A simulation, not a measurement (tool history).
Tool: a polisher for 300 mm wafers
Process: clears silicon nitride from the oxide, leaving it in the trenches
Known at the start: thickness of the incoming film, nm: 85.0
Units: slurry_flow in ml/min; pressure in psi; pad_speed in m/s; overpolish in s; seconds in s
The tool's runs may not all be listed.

Run 1, hour 0: slurry_flow 315 ml/min, pressure 2.5 psi, pad_speed 0.86 m/s, overpolish 16 s. Result: seconds 125.88 s.
Run 2, hour 2.5: slurry_flow 315 ml/min, pressure 2.2 psi, pad_speed 0.8 m/s, overpolish 16 s. Result: seconds 152.74 s.
Run 3, hour 6.4: slurry_flow 365 ml/min, pressure 2.2 psi, pad_speed 0.8 m/s, overpolish 16 s. Result: seconds 153.42 s.
Run 4, hour 15.2: slurry_flow 440 ml/min, pressure 2.2 psi, pad_speed 0.8 m/s, overpolish 16 s. Result: seconds 148.61 s.
Run 5, hour 21.3: slurry_flow 475 ml/min, pressure 2.2 psi, pad_speed 0.8 m/s, overpolish 16 s. Result: seconds 150.79 s.
Run 6, hour 28.3: slurry_flow 475 ml/min, pressure 1.9 psi, pad_speed 0.76 m/s, overpolish 16 s. Result: seconds 185.01 s.

Run 7 comes next. What will it give?
Run 7, hour 31.5: slurry_flow 475 ml/min, pressure 1.7 psi, pad_speed 0.76 m/s, overpolish 16 s. Result: seconds ?.

{"run 7": {"seconds": 204.12}}
